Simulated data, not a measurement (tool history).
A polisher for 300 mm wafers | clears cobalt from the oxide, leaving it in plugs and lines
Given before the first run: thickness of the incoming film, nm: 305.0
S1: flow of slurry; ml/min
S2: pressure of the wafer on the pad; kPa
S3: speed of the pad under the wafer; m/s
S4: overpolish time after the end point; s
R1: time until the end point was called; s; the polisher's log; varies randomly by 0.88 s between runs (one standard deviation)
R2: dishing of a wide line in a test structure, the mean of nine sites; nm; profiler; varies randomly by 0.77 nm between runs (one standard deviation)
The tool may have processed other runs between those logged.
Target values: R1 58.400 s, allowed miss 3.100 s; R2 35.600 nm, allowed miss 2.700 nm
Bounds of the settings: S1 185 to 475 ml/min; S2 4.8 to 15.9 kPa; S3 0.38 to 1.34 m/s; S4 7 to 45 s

run  hour   S1    S2    S3  S4      R1      R2
  1   0.0  305  10.3  0.86  23  87.015  38.698
  2   2.2  305  11.0  0.86  20  80.055  37.499
  3   6.6  305  11.0  0.86  12  82.282  29.719
  4  12.2  305  11.7  0.86  12  77.220  29.769
  5  14.1  305  12.4  0.86  13  72.559  32.265
  6  15.2  305  13.1  0.86  13  66.892  32.596
  7  18.6  305  13.8  0.86  14  64.774  33.599
  8  23.9  305  14.5  0.86  15  62.547  37.474
  9  24.5  305  14.5  0.86  14  63.167  35.646

Exactly one of the 5 candidate moves below puts every result within its allowed miss. Which one?
  A  25.1  440  12.4  0.90  20   ?   ?
  B  25.1  275  13.1  0.80  17   ?   ?
  C  25.1  305  14.5  1.02  13   ?   ?
  D  25.1  240  11.7  0.94  20   ?   ?
  E  25.1  270  11.7  1.18  13   ?   ?

move      R1      R2
   A  67.039  40.792
   B  73.057  37.051
   C  53.454  37.645
   D  71.982  39.789
   E  58.309  36.264
A: further off than the last run
B: further off than the last run
C: takes the result that was furthest off past its target
D: further off than the last run
E: all results in spec
Go with E: it meets all targets.

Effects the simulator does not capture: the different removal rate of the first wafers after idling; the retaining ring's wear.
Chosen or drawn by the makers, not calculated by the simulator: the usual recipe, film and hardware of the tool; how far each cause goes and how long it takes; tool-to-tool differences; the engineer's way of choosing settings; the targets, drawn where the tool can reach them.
